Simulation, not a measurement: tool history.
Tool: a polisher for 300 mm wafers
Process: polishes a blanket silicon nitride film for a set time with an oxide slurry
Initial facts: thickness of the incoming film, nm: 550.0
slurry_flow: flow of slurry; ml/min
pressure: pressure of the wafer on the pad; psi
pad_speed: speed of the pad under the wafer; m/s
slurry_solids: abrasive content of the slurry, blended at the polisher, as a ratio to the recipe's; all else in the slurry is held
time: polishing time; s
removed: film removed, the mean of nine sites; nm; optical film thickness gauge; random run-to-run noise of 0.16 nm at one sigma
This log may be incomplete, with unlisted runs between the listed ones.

{"run": 1, "day": 0.0, "slurry_flow": 205, "pressure": 3.6, "pad_speed": 1.22, "slurry_solids": 1, "time": 29, "removed": 18.239}
{"run": 2, "day": 0.254, "slurry_flow": 205, "pressure": 3, "pad_speed": 1.22, "slurry_solids": 1, "time": 29, "removed": 15.451}
{"run": 3, "day": 0.575, "slurry_flow": 205, "pressure": 3, "pad_speed": 1.22, "slurry_solids": 1.2, "time": 29, "removed": 16.851}
{"run": 4, "day": 0.729, "slurry_flow": 160, "pressure": 3, "pad_speed": 1.22, "slurry_solids": 1.2, "time": 29, "removed": 16.41}
{"run": 5, "day": 0.788, "slurry_flow": 160, "pressure": 3, "pad_speed": 1.5, "slurry_solids": 1.2, "time": 29, "removed": 19.069}
{"run": 6, "day": 1.129, "slurry_flow": 160, "pressure": 2.9, "pad_speed": 1.5, "slurry_solids": 1.2, "time": 29, "removed": 18.822}

Expected results for the next run?
{"day": 1.342, "done": "slurry nozzle cleaned"}
{"run": 7, "day": 1.342, "slurry_flow": 160, "pressure": 2.8, "pad_speed": 1.5, "slurry_solids": 1.2, "time": 29, "removed": "?"}

For run 7 the tool returned removed 18.356 nm.
